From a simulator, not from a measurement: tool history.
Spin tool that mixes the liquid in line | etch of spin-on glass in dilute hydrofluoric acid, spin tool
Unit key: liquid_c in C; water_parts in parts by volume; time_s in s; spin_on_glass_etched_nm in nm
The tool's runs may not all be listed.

| run | day | liquid_c | water_parts | time_s | spin_on_glass_etched_nm |
|---|---|---|---|---|---|
| 1 | 0.000 | 25.0 | 155 | 55 | 13.750 |
| 2 | 0.179 | 25.0 | 105 | 55 | 21.589 |
| 3 | 0.229 | 24.0 | 110 | 55 | 19.488 |
| 4 | 0.400 | 21.5 | 110 | 55 | 17.798 |
| 5 | 0.612 | 21.0 | 115 | 55 | 16.734 |
| 6 | 0.829 | 20.5 | 120 | 55 | 15.428 |

Run 7 comes next. What will it give?
| 7 | 1.112 | 20.0 | 120 | 55 | ? |

{"run 7": {"spin_on_glass_etched_nm": 15.083}}

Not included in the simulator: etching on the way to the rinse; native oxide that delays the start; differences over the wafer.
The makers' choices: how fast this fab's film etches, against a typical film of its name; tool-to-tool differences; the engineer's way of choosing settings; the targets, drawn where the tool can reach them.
